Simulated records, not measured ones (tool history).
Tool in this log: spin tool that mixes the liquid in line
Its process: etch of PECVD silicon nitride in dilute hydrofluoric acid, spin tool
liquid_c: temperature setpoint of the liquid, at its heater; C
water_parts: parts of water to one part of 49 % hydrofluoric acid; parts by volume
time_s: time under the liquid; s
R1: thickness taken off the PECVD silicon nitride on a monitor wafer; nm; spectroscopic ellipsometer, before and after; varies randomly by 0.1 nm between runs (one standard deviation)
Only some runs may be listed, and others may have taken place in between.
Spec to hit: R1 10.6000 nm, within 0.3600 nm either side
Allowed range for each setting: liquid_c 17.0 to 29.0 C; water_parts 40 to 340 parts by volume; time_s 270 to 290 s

run 1 hour=0.0 | liquid_c=21.0 water_parts=190 time_s=270 | R1=6.7199
run 2 hour=1.6 | liquid_c=21.0 water_parts=225 time_s=270 | R1=5.6200
run 3 hour=3.1 | liquid_c=19.5 water_parts=225 time_s=270 | R1=5.0921
run 4 hour=11.0 | liquid_c=20.5 water_parts=220 time_s=270 | R1=5.4660
-- hour=18.5 thermometer replaced
run 5 hour=18.5 | liquid_c=20.5 water_parts=220 time_s=270 | R1=5.0690
run 6 hour=24.3 | liquid_c=19.0 water_parts=220 time_s=270 | R1=4.6597
run 7 hour=29.0 | liquid_c=20.0 water_parts=220 time_s=270 | R1=4.8481
run 8 hour=32.8 | liquid_c=21.0 water_parts=220 time_s=270 | R1=5.2364
run 9 hour=37.5 | liquid_c=21.5 water_parts=215 time_s=270 | R1=5.5711
run 10 hour=39.3 | liquid_c=22.0 water_parts=210 time_s=270 | R1=5.7002
run 11 hour=47.1 | liquid_c=22.5 water_parts=200 time_s=270 | R1=6.3842

Of the 4 settings listed for the next run, only one would bring every result within its allowed miss of target. Which one?
run A hour=54.9 | liquid_c=23.5 water_parts=140 time_s=275 | R1=?
run B hour=54.9 | liquid_c=23.5 water_parts=115 time_s=290 | R1=?
run C hour=54.9 | liquid_c=22.5 water_parts=140 time_s=290 | R1=?
run D hour=54.9 | liquid_c=25.0 water_parts=150 time_s=290 | R1=?

move=A R1=9.7429
move=B R1=12.4760
move=C R1=9.6244
move=D R1=10.5710
A: closes in on the targets versus the last run, not all within tolerance yet
B: the result that was furthest off in the last run now lies on the other side of its target
C: closes in on the targets versus the last run, not all within tolerance yet
D: each result inside its tolerance
D is the move that brings every result within its allowed miss.
